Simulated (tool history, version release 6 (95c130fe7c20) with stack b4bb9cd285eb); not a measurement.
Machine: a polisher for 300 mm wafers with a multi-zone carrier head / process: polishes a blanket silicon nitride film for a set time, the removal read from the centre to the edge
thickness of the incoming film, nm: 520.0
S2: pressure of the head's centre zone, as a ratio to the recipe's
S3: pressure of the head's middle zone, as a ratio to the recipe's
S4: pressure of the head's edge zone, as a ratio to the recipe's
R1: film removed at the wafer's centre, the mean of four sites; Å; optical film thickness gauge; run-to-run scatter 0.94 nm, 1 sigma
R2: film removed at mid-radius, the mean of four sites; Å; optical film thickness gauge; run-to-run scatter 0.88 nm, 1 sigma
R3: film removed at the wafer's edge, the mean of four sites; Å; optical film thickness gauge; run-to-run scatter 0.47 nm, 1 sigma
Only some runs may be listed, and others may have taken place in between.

{"run": 1, "hour": 0.0, "flow of slurry (ml/min)": 160, "S2": 1, "S3": 1, "S4": 1, "polishing time (s)": 68, "R1": 1341, "R2": 1355.4, "R3": 1302.3}
{"run": 2, "hour": 7.5, "flow of slurry (ml/min)": 145, "S2": 1, "S3": 1, "S4": 1, "polishing time (s)": 68, "R1": 1309.3, "R2": 1323.9, "R3": 1293}
{"run": 3, "hour": 15.2, "flow of slurry (ml/min)": 170, "S2": 1, "S3": 1, "S4": 1, "polishing time (s)": 68, "R1": 1356, "R2": 1403, "R3": 1321.7}
{"run": 4, "hour": 20.6, "flow of slurry (ml/min)": 165, "S2": 1, "S3": 0.98, "S4": 0.98, "polishing time (s)": 64, "R1": 1235.3, "R2": 1263.8, "R3": 1226.6}
{"run": 5, "hour": 23.4, "flow of slurry (ml/min)": 165, "S2": 1, "S3": 1.05, "S4": 0.98, "polishing time (s)": 64, "R1": 1281.6, "R2": 1352.7, "R3": 1222.5}
{"run": 6, "hour": 31.7, "flow of slurry (ml/min)": 165, "S2": 1, "S3": 1.05, "S4": 1.02, "polishing time (s)": 64, "R1": 1236.8, "R2": 1355.4, "R3": 1228.7}
{"run": 7, "hour": 39.4, "flow of slurry (ml/min)": 160, "S2": 1.01, "S3": 1.03, "S4": 1.01, "polishing time (s)": 60, "R1": 1202.6, "R2": 1219.6, "R3": 1147.7}
{"run": 8, "hour": 45.8, "flow of slurry (ml/min)": 155, "S2": 1.01, "S3": 1.02, "S4": 1, "polishing time (s)": 57, "R1": 1119.2, "R2": 1145.1, "R3": 1097.2}
{"run": 9, "hour": 51.5, "flow of slurry (ml/min)": 150, "S2": 1.02, "S3": 1.01, "S4": 0.99, "polishing time (s)": 54, "R1": 1058.7, "R2": 1079.4, "R3": 1020.7}
{"run": 10, "hour": 55.3, "flow of slurry (ml/min)": 145, "S2": 1.02, "S3": 0.99, "S4": 0.98, "polishing time (s)": 52, "R1": 1034.9, "R2": 1015.3, "R3": 972.78}
{"run": 11, "hour": 57.3, "flow of slurry (ml/min)": 140, "S2": 1.01, "S3": 0.97, "S4": 0.97, "polishing time (s)": 51, "R1": 975.18, "R2": 998.38, "R3": 958.64}
{"run": 12, "hour": 58.6, "flow of slurry (ml/min)": 135, "S2": 1.02, "S3": 0.95, "S4": 0.97, "polishing time (s)": 50, "R1": 971.36, "R2": 948.83, "R3": 928}
{"run": 13, "hour": 64.9, "flow of slurry (ml/min)": 130, "S2": 1.02, "S3": 0.93, "S4": 0.97, "polishing time (s)": 49, "R1": 939.31, "R2": 908.22, "R3": 904.72}

What will run 14 give?
{"run": 14, "hour": 66.5, "flow of slurry (ml/min)": 125, "S2": 1.02, "S3": 0.92, "S4": 0.97, "polishing time (s)": 48, "R1": "?", "R2": "?", "R3": "?"}

R1: 911.15 Å
R2: 860.13 Å
R3: 882.11 Å
